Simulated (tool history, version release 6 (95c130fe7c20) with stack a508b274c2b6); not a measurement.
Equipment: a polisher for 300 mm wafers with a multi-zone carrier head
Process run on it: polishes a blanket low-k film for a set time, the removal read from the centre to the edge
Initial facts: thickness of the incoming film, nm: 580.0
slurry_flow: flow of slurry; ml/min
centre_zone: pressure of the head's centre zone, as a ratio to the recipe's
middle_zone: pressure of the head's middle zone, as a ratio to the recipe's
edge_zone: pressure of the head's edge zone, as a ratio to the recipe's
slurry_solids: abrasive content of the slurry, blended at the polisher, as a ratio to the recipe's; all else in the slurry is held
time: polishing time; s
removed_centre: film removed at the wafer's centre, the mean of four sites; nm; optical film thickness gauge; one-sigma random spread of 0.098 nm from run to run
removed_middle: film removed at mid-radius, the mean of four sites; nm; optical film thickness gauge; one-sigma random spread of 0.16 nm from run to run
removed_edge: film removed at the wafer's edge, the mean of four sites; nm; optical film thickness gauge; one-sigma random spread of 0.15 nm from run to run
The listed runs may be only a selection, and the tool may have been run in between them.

Run 1, day 0: slurry_flow 125 ml/min, centre_zone 1, middle_zone 1, edge_zone 1, slurry_solids 1, time 31 s. Result: removed_centre 15.809 nm, removed_middle 15.696 nm, removed_edge 15.642 nm.
Run 2, day 0.283: slurry_flow 110 ml/min, centre_zone 1, middle_zone 1, edge_zone 1, slurry_solids 1, time 31 s. Result: removed_centre 15.403 nm, removed_middle 15.285 nm, removed_edge 15.24 nm.
Run 3, day 0.412: slurry_flow 125 ml/min, centre_zone 1, middle_zone 1, edge_zone 1, slurry_solids 1, time 31 s. Result: removed_centre 15.968 nm, removed_middle 15.551 nm, removed_edge 15.821 nm.
Run 4, day 0.754: slurry_flow 125 ml/min, centre_zone 1, middle_zone 1, edge_zone 0.96, slurry_solids 1, time 31 s. Result: removed_centre 15.707 nm, removed_middle 16.074 nm, removed_edge 15.618 nm.
Run 5, day 1.096: slurry_flow 95 ml/min, centre_zone 1, middle_zone 1, edge_zone 0.96, slurry_solids 1, time 31 s. Result: removed_centre 14.792 nm, removed_middle 15.048 nm, removed_edge 14.948 nm.
Run 6, day 1.292: slurry_flow 115 ml/min, centre_zone 1, middle_zone 1, edge_zone 0.96, slurry_solids 1, time 31 s. Result: removed_centre 15.439 nm, removed_middle 15.35 nm, removed_edge 15.142 nm.

What does the tool deliver on the next run?
Run 7, day 1.592: slurry_flow 105 ml/min, centre_zone 1, middle_zone 0.97, edge_zone 0.95, slurry_solids 1, time 31 s. Result: removed_centre ?, removed_middle ?, removed_edge ?.

removed_centre: 15.071 nm
removed_middle: 14.535 nm
removed_edge: 15.132 nm

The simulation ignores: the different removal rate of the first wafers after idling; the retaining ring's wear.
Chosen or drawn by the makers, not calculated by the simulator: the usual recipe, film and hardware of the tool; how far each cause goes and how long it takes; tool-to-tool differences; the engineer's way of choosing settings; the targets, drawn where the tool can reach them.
